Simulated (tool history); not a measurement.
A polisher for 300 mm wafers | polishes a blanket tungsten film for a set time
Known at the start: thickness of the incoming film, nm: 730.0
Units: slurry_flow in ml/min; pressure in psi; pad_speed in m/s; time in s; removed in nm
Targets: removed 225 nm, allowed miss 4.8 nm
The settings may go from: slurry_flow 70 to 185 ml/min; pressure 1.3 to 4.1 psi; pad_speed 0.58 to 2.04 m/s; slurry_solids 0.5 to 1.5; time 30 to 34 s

{"run": 1, "day": 0.0, "slurry_flow": 120, "pressure": 2.7, "pad_speed": 1.3, "slurry_solids": 1, "time": 34, "removed": 196.27}
{"run": 2, "day": 0.225, "slurry_flow": 120, "pressure": 2.3, "pad_speed": 1.3, "slurry_solids": 1, "time": 34, "removed": 167.03}
{"run": 3, "day": 0.488, "slurry_flow": 120, "pressure": 2.3, "pad_speed": 1.3, "slurry_solids": 1, "time": 34, "removed": 169.23}
{"run": 4, "day": 0.796, "slurry_flow": 125, "pressure": 2.4, "pad_speed": 1.3, "slurry_solids": 1, "time": 34, "removed": 177.48}
{"day": 1.117, "done": "head pressure recalibrated"}
{"run": 5, "day": 1.117, "slurry_flow": 125, "pressure": 2.4, "pad_speed": 1.3, "slurry_solids": 1, "time": 30, "removed": 139.76}
{"run": 6, "day": 1.471, "slurry_flow": 125, "pressure": 2.4, "pad_speed": 1.3, "slurry_solids": 0.8, "time": 30, "removed": 131.42}
{"run": 7, "day": 1.742, "slurry_flow": 155, "pressure": 3.1, "pad_speed": 1.32, "slurry_solids": 0.8, "time": 30, "removed": 178.36}
{"run": 8, "day": 1.992, "slurry_flow": 155, "pressure": 3.2, "pad_speed": 1.32, "slurry_solids": 0.8, "time": 30, "removed": 183.78}
{"run": 9, "day": 2.083, "slurry_flow": 155, "pressure": 3.3, "pad_speed": 1.32, "slurry_solids": 0.8, "time": 30, "removed": 188.99}
{"run": 10, "day": 2.229, "slurry_flow": 155, "pressure": 3.6, "pad_speed": 1.32, "slurry_solids": 0.8, "time": 30, "removed": 205.34}
{"run": 11, "day": 2.271, "slurry_flow": 160, "pressure": 3.8, "pad_speed": 1.32, "slurry_solids": 0.8, "time": 30, "removed": 218.24}

4 next moves are on the table. One of them brings every result within its allowed miss. Which?
{"run": "A", "day": 2.312, "slurry_flow": 180, "pressure": 4, "pad_speed": 1.2, "slurry_solids": 0.8, "time": 30, "removed": "?"}
{"run": "B", "day": 2.312, "slurry_flow": 170, "pressure": 4, "pad_speed": 1.12, "slurry_solids": 0.65, "time": 34, "removed": "?"}
{"run": "C", "day": 2.312, "slurry_flow": 160, "pressure": 3.7, "pad_speed": 1.26, "slurry_solids": 0.85, "time": 31, "removed": "?"}
{"run": "D", "day": 2.312, "slurry_flow": 160, "pressure": 3.6, "pad_speed": 1.32, "slurry_solids": 0.75, "time": 33, "removed": "?"}

move=A removed=211.74
move=B removed=208.78
move=C removed=212.35
move=D removed=221.74
A: further off than the last run
B: further off than the last run
C: further off than the last run
D: meets every target
The right move is D.
